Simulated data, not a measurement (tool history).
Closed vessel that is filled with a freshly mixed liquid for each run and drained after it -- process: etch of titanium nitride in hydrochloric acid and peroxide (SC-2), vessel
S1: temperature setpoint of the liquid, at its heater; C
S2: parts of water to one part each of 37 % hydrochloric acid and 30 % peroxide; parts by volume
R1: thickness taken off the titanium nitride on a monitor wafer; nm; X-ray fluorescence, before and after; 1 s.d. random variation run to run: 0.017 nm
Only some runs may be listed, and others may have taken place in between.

run 1 hour=0 | S1=62 S2=11 time_in_the_liquid_(s)=35 | R1=2.5529
run 2 hour=7.4 | S1=62 S2=11 time_in_the_liquid_(s)=35 | R1=2.6225
run 3 hour=8.7 | S1=69 S2=11 time_in_the_liquid_(s)=35 | R1=3.8885
run 4 hour=17.4 | S1=72 S2=11 time_in_the_liquid_(s)=35 | R1=4.674
run 5 hour=23.5 | S1=72 S2=11 time_in_the_liquid_(s)=35 | R1=4.68
run 6 hour=31.3 | S1=70 S2=11 time_in_the_liquid_(s)=35 | R1=4.1818
run 7 hour=38.3 | S1=68.5 S2=11 time_in_the_liquid_(s)=35 | R1=3.837
run 8 hour=39.9 | S1=67 S2=11 time_in_the_liquid_(s)=35 | R1=3.5377
run 9 hour=48.9 | S1=66 S2=11 time_in_the_liquid_(s)=35 | R1=3.2747
run 10 hour=52.9 | S1=65 S2=11 time_in_the_liquid_(s)=35 | R1=3.1171
run 11 hour=60.9 | S1=64 S2=11 time_in_the_liquid_(s)=35 | R1=2.9045

What does the tool deliver on the next run?
run 12 hour=63.4 | S1=64 S2=11 time_in_the_liquid_(s)=35 | R1=?

Run 12 produced R1 2.9084 nm.

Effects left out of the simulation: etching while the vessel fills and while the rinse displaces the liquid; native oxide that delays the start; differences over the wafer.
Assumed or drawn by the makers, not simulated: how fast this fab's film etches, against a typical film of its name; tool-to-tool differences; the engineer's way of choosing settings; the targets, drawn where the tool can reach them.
